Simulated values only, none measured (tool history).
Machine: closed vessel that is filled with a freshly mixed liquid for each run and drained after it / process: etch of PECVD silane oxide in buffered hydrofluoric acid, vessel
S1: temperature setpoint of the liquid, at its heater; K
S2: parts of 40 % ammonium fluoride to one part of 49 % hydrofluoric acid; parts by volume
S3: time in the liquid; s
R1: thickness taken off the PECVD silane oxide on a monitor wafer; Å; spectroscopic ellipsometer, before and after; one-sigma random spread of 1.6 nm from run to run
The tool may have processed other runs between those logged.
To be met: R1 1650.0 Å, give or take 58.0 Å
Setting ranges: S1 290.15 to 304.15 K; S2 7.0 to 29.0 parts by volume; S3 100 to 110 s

run,hour,S1,S2,S3,R1
1,0.0,296.15,18.0,100,2244.8
2,5.0,296.15,18.0,100,2247.4
3,9.2,295.15,18.0,100,2098.0
4,15.4,295.15,18.0,100,2103.2
5,19.7,295.15,14.0,100,2718.4
6,27.5,298.15,14.0,100,3117.6
7,34.8,296.65,15.0,100,2747.1
8,39.2,295.15,15.5,100,2494.9
9,42.2,294.15,16.0,100,2269.1
10,48.5,294.15,16.0,100,2220.9
11,53.4,293.15,16.0,100,2097.7
12,60.2,292.65,16.5,100,2028.6
13,65.5,292.15,17.0,100,1877.3
14,74.6,291.65,17.0,100,1839.5
15,79.5,291.15,17.0,100,1798.1

Next run, 5 choices. One meets every target within its allowed miss, the rest don't. Which?
A,84.4,290.15,16.0,100,?
B,84.4,290.15,19.0,100,?
C,84.4,291.65,21.0,100,?
D,84.4,290.65,20.0,110,?
E,84.4,292.15,18.0,105,?

move,R1
A,1805.0
B,1523.3
C,1524.9
D,1638.9
E,1890.5
A: roughly where the last run was
B: the result that was furthest off in the last run now lies on the other side of its target
C: the result that was furthest off in the last run now lies on the other side of its target
D: every result lands within tolerance
E: misses by more than the last run did
So the answer is move D, the one that meets all the targets.
